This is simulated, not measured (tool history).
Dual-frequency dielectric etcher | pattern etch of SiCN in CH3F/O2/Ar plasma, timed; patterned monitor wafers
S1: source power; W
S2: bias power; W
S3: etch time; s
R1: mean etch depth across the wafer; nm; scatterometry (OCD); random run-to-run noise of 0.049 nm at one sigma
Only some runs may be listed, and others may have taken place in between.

{"run": 1, "hour": 0.0, "S1": 410, "S2": 97, "S3": 57, "R1": 26.27}
{"run": 2, "hour": 6.3, "S1": 400, "S2": 97, "S3": 57, "R1": 26.057}
{"run": 3, "hour": 10.5, "S1": 390, "S2": 97, "S3": 57, "R1": 25.784}
{"run": 4, "hour": 16.1, "S1": 370, "S2": 97, "S3": 57, "R1": 25.292}
{"run": 5, "hour": 21.3, "S1": 430, "S2": 97, "S3": 57, "R1": 26.907}
{"run": 6, "hour": 25.0, "S1": 430, "S2": 97, "S3": 57, "R1": 26.859}
{"run": 7, "hour": 25.5, "S1": 420, "S2": 97, "S3": 57, "R1": 26.56}
{"run": 8, "hour": 30.4, "S1": 410, "S2": 97, "S3": 57, "R1": 26.336}
{"run": 9, "hour": 36.2, "S1": 400, "S2": 97, "S3": 57, "R1": 26.129}
{"run": 10, "hour": 45.0, "S1": 400, "S2": 97, "S3": 57, "R1": 26.097}
{"run": 11, "hour": 50.6, "S1": 390, "S2": 97, "S3": 57, "R1": 25.794}
{"run": 12, "hour": 55.3, "S1": 380, "S2": 97, "S3": 57, "R1": 25.578}

What does the tool deliver on the next run?
{"run": 13, "hour": 59.2, "S1": 370, "S2": 97, "S3": 57, "R1": "?"}

Run 13 came out at R1 25.3 nm.

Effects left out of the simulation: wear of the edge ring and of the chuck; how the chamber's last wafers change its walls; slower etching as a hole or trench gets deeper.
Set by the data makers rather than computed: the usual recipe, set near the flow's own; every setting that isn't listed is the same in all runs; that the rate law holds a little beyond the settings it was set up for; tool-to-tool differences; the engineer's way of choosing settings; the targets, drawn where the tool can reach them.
